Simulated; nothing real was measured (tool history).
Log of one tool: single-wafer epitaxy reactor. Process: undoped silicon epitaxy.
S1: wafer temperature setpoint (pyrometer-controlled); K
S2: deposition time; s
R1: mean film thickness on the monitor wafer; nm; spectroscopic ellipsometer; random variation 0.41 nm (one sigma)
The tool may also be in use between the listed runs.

run	hour	S1	S2	R1
1	0.0	933.15	415	85.937
2	6.9	933.15	465	97.171
3	11.1	937.15	465	106.080
4	18.3	928.15	465	86.102
5	23.9	935.15	465	101.340
6	30.1	935.15	429	93.068
7	37.1	940.15	429	104.250
8	43.3	943.15	429	111.580
9	49.2	945.15	429	116.400

Run 10 comes next. What will it give?
10	56.0	946.15	429	?

Run 10 gave R1 119.110 nm.

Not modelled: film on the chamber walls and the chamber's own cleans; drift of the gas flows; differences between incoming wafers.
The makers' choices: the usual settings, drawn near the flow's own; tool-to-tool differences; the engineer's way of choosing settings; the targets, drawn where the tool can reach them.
